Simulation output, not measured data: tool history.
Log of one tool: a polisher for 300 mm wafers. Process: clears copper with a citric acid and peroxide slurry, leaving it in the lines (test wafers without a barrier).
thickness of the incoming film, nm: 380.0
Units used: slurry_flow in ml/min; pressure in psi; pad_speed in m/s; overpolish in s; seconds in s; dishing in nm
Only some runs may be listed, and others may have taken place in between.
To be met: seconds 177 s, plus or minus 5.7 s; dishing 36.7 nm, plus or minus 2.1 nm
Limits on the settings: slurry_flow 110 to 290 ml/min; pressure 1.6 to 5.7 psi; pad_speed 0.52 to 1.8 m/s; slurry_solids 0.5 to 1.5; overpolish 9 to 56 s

run	day	slurry_flow	pressure	pad_speed	slurry_solids	overpolish	seconds	dishing
1	0	185	3.6	1.16	1	29	120.6	49.035
2	0.233	185	3	1.16	1	29	143.72	44.492
3	0.558	185	3	1.16	1	20	142.84	31.042
4	0.925	145	3	1.16	1	20	149.07	30.439
5	1.112	145	2.9	1.16	1	21	155.78	30.591
6	1.371	115	2.9	1.16	1	21	161.37	28.614
7	1.408	115	2.9	1.16	1	22	162.96	29.88
8	1.779	115	2.9	1.16	1	23	161.81	32.105
9	2.146	115	2.9	1.16	1	24	163.38	31.777
10	2.346	115	2.6	1.16	1	34	178.57	40.235

Next run, 4 choices. One meets every target within its allowed miss, the rest don't. Which?
A	2.546	115	3.3	1.04	0.95	22	?	?
B	2.546	110	2.7	1.08	1.2	30	?	?
C	2.546	115	2.9	1.2	0.95	24	?	?
D	2.546	115	2.7	1.1	1.1	25	?	?

move	seconds	dishing
A	161.71	31.614
B	178.44	37.606
C	161.28	33.99
D	178.13	32.204
A: carries the result that was furthest off beyond its target, to the other side
B: hits every target within its allowed miss
C: carries the result that was furthest off beyond its target, to the other side
D: carries the result that was furthest off beyond its target, to the other side
B is the move that brings every result within its allowed miss.
